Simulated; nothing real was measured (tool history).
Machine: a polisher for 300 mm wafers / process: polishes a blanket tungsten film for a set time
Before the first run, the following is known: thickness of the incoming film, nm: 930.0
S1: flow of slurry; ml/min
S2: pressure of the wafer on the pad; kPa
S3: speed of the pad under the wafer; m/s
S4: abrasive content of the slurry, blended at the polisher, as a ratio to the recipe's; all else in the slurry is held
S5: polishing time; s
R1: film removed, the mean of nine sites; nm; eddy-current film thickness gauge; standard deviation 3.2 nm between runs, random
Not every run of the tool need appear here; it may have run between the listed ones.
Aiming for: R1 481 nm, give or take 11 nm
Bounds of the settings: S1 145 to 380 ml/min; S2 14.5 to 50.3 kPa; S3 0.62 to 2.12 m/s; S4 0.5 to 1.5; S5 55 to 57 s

run  hour   S1    S2    S3   S4  S5      R1
  1     0  245  32.4  1.36    1  55  320.72
  2     4  245  32.4  1.36    1  55  323.78
  3  10.4  245  39.3  1.36    1  55  378.67
  4  18.1  250  41.4  1.36    1  55  393.71
  5  21.1  250  41.4  1.36  1.1  55  401.71
  6  26.3  250  43.4  1.36  1.1  55  412.75
  7  28.1  255  45.5  1.36  1.1  55  426.36
  8  36.3  255  50.3  1.36  1.1  55  471.33

Pick the move, out of 5, that brings all results within their allowed miss; only one does.
  A  44.5  240    49  1.28   1.5  55   ?
  B  44.5  320  42.1  1.48   0.8  57   ?
  C  44.5  275  46.9   1.4   1.2  57   ?
  D  44.5  230    49  1.32  1.15  55   ?
  E  44.5  245  50.3  1.36     1  55   ?

move      R1
   A  455.52
   B  435.21
   C  476.27
   D  445.89
   E  459.49
A: further off than the last run
B: further off than the last run
C: in spec on every target
D: further off than the last run
E: further off than the last run
So the answer is move C, the one that meets all the targets.

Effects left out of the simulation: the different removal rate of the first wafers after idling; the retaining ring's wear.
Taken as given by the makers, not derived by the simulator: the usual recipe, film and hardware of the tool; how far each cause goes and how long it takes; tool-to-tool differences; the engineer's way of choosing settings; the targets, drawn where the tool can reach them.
